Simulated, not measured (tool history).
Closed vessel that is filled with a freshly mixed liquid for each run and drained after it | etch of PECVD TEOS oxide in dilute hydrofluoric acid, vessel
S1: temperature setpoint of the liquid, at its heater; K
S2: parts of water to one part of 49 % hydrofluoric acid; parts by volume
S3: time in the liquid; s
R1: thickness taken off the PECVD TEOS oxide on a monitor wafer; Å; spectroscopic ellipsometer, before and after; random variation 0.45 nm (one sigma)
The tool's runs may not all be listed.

{"run": 1, "day": 0.0, "S1": 297.15, "S2": 90, "S3": 155, "R1": 450.48}
{"run": 2, "day": 0.067, "S1": 297.65, "S2": 90, "S3": 155, "R1": 455.49}
{"run": 3, "day": 0.308, "S1": 300.65, "S2": 90, "S3": 155, "R1": 517.69}
{"run": 4, "day": 0.575, "S1": 300.65, "S2": 115, "S3": 155, "R1": 388.92}
{"run": 5, "day": 0.767, "S1": 300.65, "S2": 115, "S3": 165, "R1": 420.78}
{"run": 6, "day": 1.125, "S1": 300.65, "S2": 115, "S3": 155, "R1": 391.69}
{"run": 7, "day": 1.412, "S1": 301.15, "S2": 115, "S3": 155, "R1": 396.43}
{"run": 8, "day": 1.679, "S1": 301.15, "S2": 115, "S3": 155, "R1": 401.99}
{"run": 9, "day": 1.954, "S1": 301.65, "S2": 115, "S3": 155, "R1": 411.2}

Run 10 comes next. What will it give?
{"run": 10, "day": 2.196, "S1": 302.15, "S2": 115, "S3": 155, "R1": "?"}

{"run 10": {"R1": 416.75}}
